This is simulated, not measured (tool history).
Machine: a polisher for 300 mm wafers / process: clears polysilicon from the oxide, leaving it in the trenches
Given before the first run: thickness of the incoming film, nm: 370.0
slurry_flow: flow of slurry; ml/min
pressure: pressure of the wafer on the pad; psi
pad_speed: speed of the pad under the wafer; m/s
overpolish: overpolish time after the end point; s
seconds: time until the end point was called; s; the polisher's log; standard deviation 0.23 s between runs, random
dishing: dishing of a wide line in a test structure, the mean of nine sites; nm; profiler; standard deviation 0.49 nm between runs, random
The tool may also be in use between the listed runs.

| run | hour | slurry_flow | pressure | pad_speed | overpolish | seconds | dishing |
|---|---|---|---|---|---|---|---|
| 1 | 0 | 270 | 1.7 | 1.02 | 23 | 45.859 | 50.365 |
| 2 | 8.9 | 275 | 1.9 | 1.02 | 18 | 41.053 | 50.392 |
| 3 | 11.5 | 240 | 2 | 1.06 | 15 | 38.126 | 49.424 |
| 4 | 14.2 | 215 | 2.1 | 1.08 | 13 | 35.454 | 48.37 |
| 5 | 18.7 | 215 | 2.1 | 0.94 | 13 | 41.165 | 45.835 |
| 6 | 27.2 | 200 | 2.3 | 0.96 | 11 | 36.786 | 45.327 |
| 7 | 34.1 | 195 | 2.4 | 0.98 | 10 | 34.913 | 44.411 |
| 8 | 42.2 | 200 | 2.5 | 1 | 10 | 32.811 | 45.074 |
| 9 | 44.4 | 200 | 2.6 | 1.02 | 9 | 30.966 | 45.011 |
| 10 | 48.3 | 195 | 2.6 | 1.04 | 8 | 30.816 | 42.413 |
| 11 | 51.2 | 195 | 2.6 | 1.06 | 10 | 29.877 | 47.286 |
| 12 | 51.8 | 210 | 2.6 | 1.06 | 9 | 29.63 | 46.966 |
| 13 | 52.9 | 200 | 2.6 | 1.06 | 8 | 30.412 | 43.939 |
| 14 | 54.4 | 200 | 2.6 | 1.08 | 8 | 29.12 | 43.851 |
| 15 | 59.2 | 200 | 2.6 | 1.08 | 9 | 29.402 | 45.899 |

What does the tool deliver on the next run?
| 16 | 64.2 | 200 | 2.6 | 1.08 | 8 | ? | ? |

seconds: 29.263 s
dishing: 44.864 nm
